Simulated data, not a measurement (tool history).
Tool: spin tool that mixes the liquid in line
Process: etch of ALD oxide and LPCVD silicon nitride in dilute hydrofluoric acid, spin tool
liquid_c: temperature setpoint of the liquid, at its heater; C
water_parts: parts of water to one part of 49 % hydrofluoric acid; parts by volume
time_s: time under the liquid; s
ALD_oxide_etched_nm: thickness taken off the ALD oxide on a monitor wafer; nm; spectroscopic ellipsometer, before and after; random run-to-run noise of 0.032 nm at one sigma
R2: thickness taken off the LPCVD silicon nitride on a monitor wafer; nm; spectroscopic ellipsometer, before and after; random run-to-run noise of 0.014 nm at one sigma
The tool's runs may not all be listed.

run 1 hour=0.0 | liquid_c=26.0 water_parts=285 time_s=180 | ALD_oxide_etched_nm=11.2500 R2=0.42230
run 2 hour=6.8 | liquid_c=28.0 water_parts=285 time_s=180 | ALD_oxide_etched_nm=12.0140 R2=0.47065
run 3 hour=10.8 | liquid_c=26.5 water_parts=285 time_s=180 | ALD_oxide_etched_nm=11.3980 R2=0.37260
run 4 hour=11.7 | liquid_c=26.5 water_parts=335 time_s=180 | ALD_oxide_etched_nm=9.2317 R2=0.34142
run 5 hour=18.3 | liquid_c=26.5 water_parts=270 time_s=180 | ALD_oxide_etched_nm=12.2390 R2=0.45310
run 6 hour=26.3 | liquid_c=26.5 water_parts=270 time_s=245 | ALD_oxide_etched_nm=16.6010 R2=0.57147
run 7 hour=28.6 | liquid_c=25.5 water_parts=305 time_s=245 | ALD_oxide_etched_nm=13.7120 R2=0.48892
run 8 hour=34.4 | liquid_c=24.5 water_parts=335 time_s=245 | ALD_oxide_etched_nm=11.8190 R2=0.41670

What will run 9 give?
run 9 hour=38.5 | liquid_c=23.5 water_parts=360 time_s=245 | ALD_oxide_etched_nm=? R2=?

{"run 9": {"ALD_oxide_etched_nm": 10.307, "R2": 0.38009}}

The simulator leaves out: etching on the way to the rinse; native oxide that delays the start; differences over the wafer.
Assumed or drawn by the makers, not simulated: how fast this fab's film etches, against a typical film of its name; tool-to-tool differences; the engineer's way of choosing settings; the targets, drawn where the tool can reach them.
